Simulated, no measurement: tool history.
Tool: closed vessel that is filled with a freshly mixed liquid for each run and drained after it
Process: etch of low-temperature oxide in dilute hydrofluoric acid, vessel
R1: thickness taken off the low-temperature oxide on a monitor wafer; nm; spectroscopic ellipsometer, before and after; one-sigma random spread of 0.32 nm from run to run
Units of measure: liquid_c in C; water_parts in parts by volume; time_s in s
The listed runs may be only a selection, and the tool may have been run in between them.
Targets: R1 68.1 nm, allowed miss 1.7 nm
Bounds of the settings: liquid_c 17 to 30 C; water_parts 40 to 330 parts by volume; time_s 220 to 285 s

run 1 hour=0 | liquid_c=22 water_parts=185 time_s=285 | R1=22.792
run 2 hour=6.5 | liquid_c=22 water_parts=185 time_s=220 | R1=17.762
run 3 hour=9.8 | liquid_c=24.5 water_parts=140 time_s=235 | R1=28.918
run 4 hour=11.6 | liquid_c=26 water_parts=110 time_s=235 | R1=39.988
run 5 hour=13.4 | liquid_c=27 water_parts=95 time_s=235 | R1=49.394
run 6 hour=22.5 | liquid_c=28 water_parts=90 time_s=235 | R1=54.604
run 7 hour=28 | liquid_c=28.5 water_parts=85 time_s=235 | R1=60.14
run 8 hour=32.3 | liquid_c=29 water_parts=85 time_s=235 | R1=60.406
run 9 hour=38.9 | liquid_c=29.5 water_parts=85 time_s=235 | R1=62.664
run 10 hour=47.4 | liquid_c=30 water_parts=75 time_s=235 | R1=72.453
run 11 hour=54.7 | liquid_c=29.5 water_parts=75 time_s=235 | R1=70.905
run 12 hour=58.1 | liquid_c=29 water_parts=75 time_s=235 | R1=70.511

Exactly one of the 5 candidate moves below puts every result within its allowed miss. Which one?
run A hour=61.5 | liquid_c=27.5 water_parts=80 time_s=280 | R1=?
run B hour=61.5 | liquid_c=30 water_parts=80 time_s=255 | R1=?
run C hour=61.5 | liquid_c=30 water_parts=85 time_s=270 | R1=?
run D hour=61.5 | liquid_c=29.5 water_parts=70 time_s=220 | R1=?
run E hour=61.5 | liquid_c=30 water_parts=95 time_s=285 | R1=?

move=A R1=72.749
move=B R1=72.963
move=C R1=72.184
move=D R1=71.614
move=E R1=67.201
A: the biggest miss grows against the last run
B: the biggest miss grows against the last run
C: the biggest miss grows against the last run
D: the biggest miss grows against the last run
E: in spec on every target
Answer: E
